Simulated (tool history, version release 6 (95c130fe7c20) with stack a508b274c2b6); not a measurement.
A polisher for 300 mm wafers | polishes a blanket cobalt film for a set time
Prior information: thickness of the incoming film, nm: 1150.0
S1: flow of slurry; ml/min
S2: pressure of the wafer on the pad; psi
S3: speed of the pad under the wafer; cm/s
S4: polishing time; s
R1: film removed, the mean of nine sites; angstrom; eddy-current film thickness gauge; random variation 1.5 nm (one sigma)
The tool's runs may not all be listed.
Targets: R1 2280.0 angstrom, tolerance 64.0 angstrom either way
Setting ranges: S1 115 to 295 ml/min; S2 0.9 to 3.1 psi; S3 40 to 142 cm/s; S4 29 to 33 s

run	hour	S1	S2	S3	S4	R1
1	0.0	190	2.0	90	33	1769.3
2	2.0	195	2.1	90	33	1867.5
3	9.4	195	2.1	100	33	2043.5
4	17.4	195	2.1	100	33	2079.1
5	26.3	170	2.1	100	33	2022.3
6	34.8	175	2.1	100	33	2044.1
7	37.1	180	2.2	100	33	2151.3
8	45.9	185	2.2	100	33	2104.7

Below are 4 possible settings for the next run. Only one of them brings all results inside the allowed miss of their targets. Which is it?
A	54.7	230	2.0	114	33	?
B	54.7	195	2.3	96	31	?
C	54.7	220	2.3	92	30	?
D	54.7	205	2.3	92	29	?

move	R1
A	2259.2
B	2036.1
C	1924.5
D	1844.5
A: meets every target
B: misses by more than the last run did
C: misses by more than the last run did
D: misses by more than the last run did
Go with A: it meets all targets.
